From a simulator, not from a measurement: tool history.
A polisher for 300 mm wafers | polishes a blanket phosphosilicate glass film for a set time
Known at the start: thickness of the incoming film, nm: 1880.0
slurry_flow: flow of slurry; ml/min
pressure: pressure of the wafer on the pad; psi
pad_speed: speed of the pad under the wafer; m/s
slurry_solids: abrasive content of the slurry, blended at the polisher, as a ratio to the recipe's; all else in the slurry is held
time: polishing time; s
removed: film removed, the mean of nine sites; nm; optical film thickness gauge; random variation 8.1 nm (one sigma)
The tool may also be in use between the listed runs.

| run | hour | slurry_flow | pressure | pad_speed | slurry_solids | time | removed |
|---|---|---|---|---|---|---|---|
| 1 | 0 | 165 | 3.9 | 1.06 | 1 | 56 | 632.94 |
| 2 | 6.9 | 175 | 4.3 | 1.06 | 1 | 56 | 697.45 |
| 3 | 13.6 | 180 | 4.7 | 1.06 | 1 | 56 | 757.75 |
| 4 | 14.9 | 180 | 4.7 | 1.06 | 1 | 56 | 750.4 |
| 5 | 20.7 | 180 | 5 | 1.06 | 1 | 56 | 804.01 |
| 6 | 22.8 | 185 | 5.2 | 1.06 | 1 | 56 | 828.65 |

The next listed run, before its measurement:
| 7 | 23.5 | 185 | 5.4 | 1.06 | 1 | 56 | ? |

removed: 861.98 nm
